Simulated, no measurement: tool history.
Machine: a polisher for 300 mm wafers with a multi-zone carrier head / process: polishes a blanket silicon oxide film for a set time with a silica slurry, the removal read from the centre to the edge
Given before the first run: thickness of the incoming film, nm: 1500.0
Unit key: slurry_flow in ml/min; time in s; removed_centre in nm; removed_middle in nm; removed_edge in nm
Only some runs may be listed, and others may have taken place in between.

run  hour  slurry_flow  centre_zone  middle_zone  edge_zone  slurry_solids  time  removed_centre  removed_middle  removed_edge
  1     0          175            1            1          1              1    65          174.31          175.61        177.35
  2   5.1          175            1            1          1            1.2    65          186.29          183.92        188.32
  3   8.2          175            1            1          1            1.2    71          201.67          201.29        207.38
  4  10.6          175         1.04            1          1            1.2    71          212.89          207.55        202.65
     11.8  -- worn pad replaced by a new one
  5  11.8          175         1.04         1.05          1            1.2    71          229.95          234.56        222.79
  6  12.7          175            1         1.04       0.96           1.05    71          215.75          229.51        208.05
  7  17.5          165         0.96         1.03       0.95           0.95    70          194.39          207.69        200.61
  8  21.4          185         0.94         1.03       0.96           0.85    67          178.08          195.98        185.09

Expected results for the next run?
  9  22.7          200         0.92         1.03       0.98            0.8    65               ?               ?             ?

removed_centre: 167.92 nm
removed_middle: 189.4 nm
removed_edge: 178.89 nm
